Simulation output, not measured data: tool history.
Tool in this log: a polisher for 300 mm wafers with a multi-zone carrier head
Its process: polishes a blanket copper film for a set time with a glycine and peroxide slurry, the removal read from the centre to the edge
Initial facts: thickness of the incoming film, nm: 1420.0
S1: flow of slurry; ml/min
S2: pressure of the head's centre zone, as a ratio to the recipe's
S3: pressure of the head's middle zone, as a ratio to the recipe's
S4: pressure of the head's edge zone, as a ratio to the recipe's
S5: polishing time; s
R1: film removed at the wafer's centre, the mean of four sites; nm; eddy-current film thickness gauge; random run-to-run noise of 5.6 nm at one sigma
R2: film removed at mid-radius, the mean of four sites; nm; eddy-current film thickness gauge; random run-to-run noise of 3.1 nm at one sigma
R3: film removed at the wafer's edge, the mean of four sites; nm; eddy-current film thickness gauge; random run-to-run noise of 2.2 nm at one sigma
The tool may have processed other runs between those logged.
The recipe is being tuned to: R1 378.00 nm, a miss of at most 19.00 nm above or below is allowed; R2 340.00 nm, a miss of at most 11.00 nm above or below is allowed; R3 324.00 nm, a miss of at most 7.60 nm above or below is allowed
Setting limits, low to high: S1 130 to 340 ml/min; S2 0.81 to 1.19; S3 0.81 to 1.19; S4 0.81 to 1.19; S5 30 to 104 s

{"run": 1, "hour": 0.0, "S1": 220, "S2": 1.0, "S3": 1.0, "S4": 1.0, "S5": 67, "R1": 252.68, "R2": 251.01, "R3": 258.74}
{"run": 2, "hour": 2.2, "S1": 220, "S2": 1.0, "S3": 1.0, "S4": 1.05, "S5": 67, "R1": 259.7, "R2": 252.2, "R3": 261.39}
{"run": 3, "hour": 9.5, "S1": 220, "S2": 1.0, "S3": 1.06, "S4": 1.05, "S5": 67, "R1": 251.8, "R2": 263.26, "R3": 263.04}
{"run": 4, "hour": 11.5, "S1": 220, "S2": 1.0, "S3": 1.06, "S4": 1.05, "S5": 78, "R1": 297.61, "R2": 307.5, "R3": 304.57}
{"run": 5, "hour": 17.0, "S1": 240, "S2": 1.06, "S3": 1.08, "S4": 1.06, "S5": 79, "R1": 325.81, "R2": 320.31, "R3": 313.61}
{"run": 6, "hour": 20.6, "S1": 255, "S2": 1.1, "S3": 1.09, "S4": 1.06, "S5": 79, "R1": 342.01, "R2": 324.01, "R3": 313.25}
{"run": 7, "hour": 26.9, "S1": 265, "S2": 1.12, "S3": 1.1, "S4": 1.07, "S5": 79, "R1": 343.29, "R2": 331.47, "R3": 316.01}
{"run": 8, "hour": 31.6, "S1": 265, "S2": 1.12, "S3": 1.1, "S4": 1.07, "S5": 79, "R1": 345.2, "R2": 330.41, "R3": 316.17}
{"run": 9, "hour": 37.3, "S1": 270, "S2": 1.14, "S3": 1.1, "S4": 1.07, "S5": 79, "R1": 351.3, "R2": 332.56, "R3": 317.22}

Which single option among these 4 for the next run brings every result within its allowed miss of target? Just one does.
{"run": "A", "hour": 43.0, "S1": 315, "S2": 1.07, "S3": 1.04, "S4": 1.15, "S5": 80, "R1": "?", "R2": "?", "R3": "?"}
{"run": "B", "hour": 43.0, "S1": 235, "S2": 1.08, "S3": 1.18, "S4": 1.12, "S5": 82, "R1": "?", "R2": "?", "R3": "?"}
{"run": "C", "hour": 43.0, "S1": 270, "S2": 1.18, "S3": 1.16, "S4": 1.07, "S5": 77, "R1": "?", "R2": "?", "R3": "?"}
{"run": "D", "hour": 43.0, "S1": 250, "S2": 1.19, "S3": 1.13, "S4": 1.11, "S5": 81, "R1": "?", "R2": "?", "R3": "?"}

move=A R1=332.97 R2=321.05 R3=334.78
move=B R1=333.06 R2=354.93 R3=330.94
move=C R1=347.99 R2=333.60 R3=309.03
move=D R1=365.61 R2=340.20 R3=327.77
A: lands further from the targets than the last run did
B: lands further from the targets than the last run did
C: lands further from the targets than the last run did
D: in spec on every target
So the answer is move D, the one that meets all the targets.
